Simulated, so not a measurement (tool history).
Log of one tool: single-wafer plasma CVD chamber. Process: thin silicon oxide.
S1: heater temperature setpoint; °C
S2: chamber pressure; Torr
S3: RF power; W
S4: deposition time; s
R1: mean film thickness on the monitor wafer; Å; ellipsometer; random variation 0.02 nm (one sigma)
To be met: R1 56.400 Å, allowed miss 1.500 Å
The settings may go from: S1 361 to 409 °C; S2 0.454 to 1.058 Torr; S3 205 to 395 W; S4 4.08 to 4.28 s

{"run": 1, "hour": 0.0, "S1": 385, "S2": 0.756, "S3": 300, "S4": 4.28, "R1": 78.613}
{"run": 2, "hour": 8.2, "S1": 385, "S2": 0.756, "S3": 320, "S4": 4.28, "R1": 81.02}
{"run": 3, "hour": 10.0, "S1": 385, "S2": 0.649, "S3": 320, "S4": 4.28, "R1": 69.685}
{"run": 4, "hour": 16.7, "S1": 396, "S2": 0.649, "S3": 320, "S4": 4.28, "R1": 69.187}
{"run": 5, "hour": 22.2, "S1": 396, "S2": 0.608, "S3": 320, "S4": 4.28, "R1": 64.678}
{"run": 6, "hour": 30.1, "S1": 396, "S2": 0.581, "S3": 320, "S4": 4.28, "R1": 62.174}
{"run": 7, "hour": 31.4, "S1": 396, "S2": 0.499, "S3": 315, "S4": 4.27, "R1": 52.958}
{"run": 8, "hour": 37.2, "S1": 396, "S2": 0.51, "S3": 315, "S4": 4.27, "R1": 53.843}

Which of these 5 next moves meets every target?
{"run": "A", "hour": 43.0, "S1": 395, "S2": 0.534, "S3": 250, "S4": 4.28, "R1": "?"}
{"run": "B", "hour": 43.0, "S1": 400, "S2": 0.525, "S3": 325, "S4": 4.28, "R1": "?"}
{"run": "C", "hour": 43.0, "S1": 393, "S2": 0.532, "S3": 275, "S4": 4.08, "R1": "?"}
{"run": "D", "hour": 43.0, "S1": 395, "S2": 0.471, "S3": 335, "S4": 4.28, "R1": "?"}
{"run": "E", "hour": 43.0, "S1": 392, "S2": 0.485, "S3": 345, "S4": 4.16, "R1": "?"}

move=A R1=50.687
move=B R1=55.732
move=C R1=50.384
move=D R1=50.745
move=E R1=51.518
A: further off than the last run
B: meets every target
C: further off than the last run
D: further off than the last run
E: further off than the last run
Answer: B

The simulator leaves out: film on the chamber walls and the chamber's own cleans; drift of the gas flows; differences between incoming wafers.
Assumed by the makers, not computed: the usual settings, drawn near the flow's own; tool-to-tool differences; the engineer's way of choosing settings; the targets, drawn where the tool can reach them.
